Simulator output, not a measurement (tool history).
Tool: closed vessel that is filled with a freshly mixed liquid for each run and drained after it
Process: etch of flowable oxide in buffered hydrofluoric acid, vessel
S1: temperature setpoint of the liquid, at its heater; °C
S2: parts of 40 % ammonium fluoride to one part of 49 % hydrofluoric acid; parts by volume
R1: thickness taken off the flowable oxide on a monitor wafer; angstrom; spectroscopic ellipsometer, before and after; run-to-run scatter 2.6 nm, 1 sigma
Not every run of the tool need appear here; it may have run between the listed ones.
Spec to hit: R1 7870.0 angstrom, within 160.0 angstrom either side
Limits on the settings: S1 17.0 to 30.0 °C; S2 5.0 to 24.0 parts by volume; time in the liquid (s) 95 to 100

{"run": 1, "day": 0.0, "S1": 22.0, "S2": 14.5, "time in the liquid (s)": 95, "R1": 3458.3}
{"run": 2, "day": 0.075, "S1": 22.0, "S2": 11.5, "time in the liquid (s)": 95, "R1": 4384.6}
{"run": 3, "day": 0.171, "S1": 23.0, "S2": 11.0, "time in the liquid (s)": 95, "R1": 4823.2}
{"run": 4, "day": 0.288, "S1": 25.5, "S2": 11.0, "time in the liquid (s)": 95, "R1": 5518.7}
{"run": 5, "day": 0.329, "S1": 25.5, "S2": 11.0, "time in the liquid (s)": 95, "R1": 5503.7}
{"run": 6, "day": 0.646, "S1": 25.5, "S2": 13.5, "time in the liquid (s)": 95, "R1": 4507.0}
{"run": 7, "day": 0.908, "S1": 26.0, "S2": 13.0, "time in the liquid (s)": 95, "R1": 4843.9}
{"run": 8, "day": 1.238, "S1": 26.5, "S2": 12.5, "time in the liquid (s)": 95, "R1": 5151.0}
{"run": 9, "day": 1.571, "S1": 27.0, "S2": 12.0, "time in the liquid (s)": 95, "R1": 5466.2}
{"run": 10, "day": 1.771, "S1": 27.5, "S2": 11.5, "time in the liquid (s)": 95, "R1": 5898.2}
{"run": 11, "day": 1.917, "S1": 28.0, "S2": 11.0, "time in the liquid (s)": 95, "R1": 6345.9}
{"run": 12, "day": 1.938, "S1": 28.5, "S2": 11.0, "time in the liquid (s)": 95, "R1": 6449.9}
{"run": 13, "day": 2.012, "S1": 29.5, "S2": 10.0, "time in the liquid (s)": 95, "R1": 7501.4}

Exercise: of the 4 proposed moves below, exactly one satisfies all targets within the stated allowed misses. Which move is it?
{"run": "A", "day": 2.088, "S1": 23.5, "S2": 7.0, "time in the liquid (s)": 95, "R1": "?"}
{"run": "B", "day": 2.088, "S1": 30.0, "S2": 11.5, "time in the liquid (s)": 100, "R1": "?"}
{"run": "C", "day": 2.088, "S1": 28.0, "S2": 8.5, "time in the liquid (s)": 95, "R1": "?"}
{"run": "D", "day": 2.088, "S1": 30.0, "S2": 9.0, "time in the liquid (s)": 95, "R1": "?"}

move=A R1=7631.4
move=B R1=7081.1
move=C R1=7883.1
move=D R1=8233.5
A: closes in on the targets versus the last run, not all within tolerance yet
B: its largest miss is bigger than the last run's
C: every result lands within tolerance
D: moves the result that the last run missed by most past its target, out the other side
The move that meets every target is C.
